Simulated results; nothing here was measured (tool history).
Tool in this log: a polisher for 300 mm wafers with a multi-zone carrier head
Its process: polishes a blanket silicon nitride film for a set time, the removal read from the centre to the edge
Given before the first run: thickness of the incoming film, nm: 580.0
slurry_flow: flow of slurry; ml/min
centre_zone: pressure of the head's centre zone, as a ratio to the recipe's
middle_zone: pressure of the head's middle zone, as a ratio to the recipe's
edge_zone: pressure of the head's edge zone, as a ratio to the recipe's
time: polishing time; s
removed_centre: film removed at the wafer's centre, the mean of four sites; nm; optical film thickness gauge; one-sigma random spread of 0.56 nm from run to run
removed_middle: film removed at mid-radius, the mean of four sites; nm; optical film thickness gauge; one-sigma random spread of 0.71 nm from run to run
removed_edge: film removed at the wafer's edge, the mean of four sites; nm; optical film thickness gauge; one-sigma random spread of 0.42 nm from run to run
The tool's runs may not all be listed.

run	hour	slurry_flow	centre_zone	middle_zone	edge_zone	time	removed_centre	removed_middle	removed_edge
1	0.0	160	1.00	1.00	1.00	39	76.950	75.889	75.358
2	0.9	160	0.97	1.00	1.00	39	72.196	76.907	76.981
3	5.6	160	1.05	1.00	1.00	39	79.022	74.519	76.527
4	13.3	160	1.05	1.00	0.93	39	78.261	76.752	73.251
5	21.8	160	1.05	1.00	0.86	39	76.949	76.233	71.064
6	29.5	140	1.05	1.00	0.86	39	76.634	73.280	70.750

Run 7 is up next; what results do you expect?
7	31.5	120	0.95	0.90	0.88	28	?	?	?

Run 7 yielded removed_centre 47.494 nm, removed_middle 46.519 nm, removed_edge 49.671 nm.
